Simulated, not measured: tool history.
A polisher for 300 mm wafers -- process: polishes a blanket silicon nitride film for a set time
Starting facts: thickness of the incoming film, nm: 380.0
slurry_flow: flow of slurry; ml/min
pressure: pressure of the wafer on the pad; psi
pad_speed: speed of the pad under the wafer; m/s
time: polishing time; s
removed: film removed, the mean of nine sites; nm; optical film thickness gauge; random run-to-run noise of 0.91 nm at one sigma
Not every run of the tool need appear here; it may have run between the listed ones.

run	hour	slurry_flow	pressure	pad_speed	time	removed
1	0	125	4	1.12	34	60.236
2	3.5	130	4.3	1.12	34	63.595
3	10.3	130	4.3	0.88	34	53.944
4	12.1	130	4.3	0.88	34	52.965
5	18.6	130	4.8	0.9	34	60.025
6	19.6	135	5.1	0.9	34	62.601
7	26.2	135	5.4	0.92	34	67.424

The next listed run, before its measurement:
8	32.9	135	5.6	0.92	34	?

Run 8 gave removed 69.627 nm.

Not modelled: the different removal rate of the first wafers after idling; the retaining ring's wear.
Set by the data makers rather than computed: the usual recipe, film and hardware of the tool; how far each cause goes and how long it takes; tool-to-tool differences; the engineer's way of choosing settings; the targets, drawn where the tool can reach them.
